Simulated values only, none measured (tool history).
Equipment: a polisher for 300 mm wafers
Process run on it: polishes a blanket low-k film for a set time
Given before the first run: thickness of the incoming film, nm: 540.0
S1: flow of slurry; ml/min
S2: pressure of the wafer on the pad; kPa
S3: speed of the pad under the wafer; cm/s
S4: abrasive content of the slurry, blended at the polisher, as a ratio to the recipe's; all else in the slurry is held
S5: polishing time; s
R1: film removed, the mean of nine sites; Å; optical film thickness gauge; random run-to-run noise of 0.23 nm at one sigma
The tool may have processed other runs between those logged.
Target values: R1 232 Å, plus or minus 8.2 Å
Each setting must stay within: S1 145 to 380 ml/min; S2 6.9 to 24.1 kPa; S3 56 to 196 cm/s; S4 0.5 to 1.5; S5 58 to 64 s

Run 1, day 0: S1 245 ml/min, S2 15.2 kPa, S3 126 cm/s, S4 1, S5 64 s. Result: R1 304.07 Å.
Run 2, day 0.258: S1 245 ml/min, S2 14.5 kPa, S3 126 cm/s, S4 1, S5 64 s. Result: R1 297.49 Å.
Run 3, day 0.579: S1 290 ml/min, S2 14.5 kPa, S3 126 cm/s, S4 1, S5 64 s. Result: R1 299.19 Å.
Run 4, day 0.796: S1 290 ml/min, S2 14.5 kPa, S3 126 cm/s, S4 1.15, S5 64 s. Result: R1 318.44 Å.
Run 5, day 0.933: S1 290 ml/min, S2 14.5 kPa, S3 140 cm/s, S4 1.15, S5 64 s. Result: R1 343.53 Å.
Run 6, day 1.246: S1 290 ml/min, S2 14.5 kPa, S3 126 cm/s, S4 1.15, S5 64 s. Result: R1 315.03 Å.
Run 7, day 1.321: S1 290 ml/min, S2 13.1 kPa, S3 126 cm/s, S4 1.15, S5 64 s. Result: R1 294.45 Å.
Run 8, day 1.45: S1 290 ml/min, S2 11.7 kPa, S3 126 cm/s, S4 1.15, S5 64 s. Result: R1 276.59 Å.
Run 9, day 1.704: S1 290 ml/min, S2 11 kPa, S3 126 cm/s, S4 1.15, S5 64 s. Result: R1 266.94 Å.
Run 10, day 1.975: S1 290 ml/min, S2 10.3 kPa, S3 126 cm/s, S4 1.15, S5 64 s. Result: R1 251.29 Å.
Run 11, day 2.038: S1 290 ml/min, S2 9.7 kPa, S3 126 cm/s, S4 1.15, S5 64 s. Result: R1 243.41 Å.

Which single option among these 4 for the next run brings every result within its allowed miss of target? Just one does.
Run A, day 2.1: S1 290 ml/min, S2 11.7 kPa, S3 116 cm/s, S4 0.95, S5 64 s. Result: R1 ?.
Run B, day 2.1: S1 335 ml/min, S2 9.7 kPa, S3 150 cm/s, S4 1.1, S5 58 s. Result: R1 ?.
Run C, day 2.1: S1 305 ml/min, S2 11 kPa, S3 120 cm/s, S4 1.2, S5 64 s. Result: R1 ?.
Run D, day 2.1: S1 280 ml/min, S2 11 kPa, S3 126 cm/s, S4 1.15, S5 64 s. Result: R1 ?.

move      R1
   A   237.6
   B  252.72
   C  262.69
   D  266.34
A: every result lands within tolerance
B: misses by more than the last run did
C: misses by more than the last run did
D: misses by more than the last run did
Answer: A
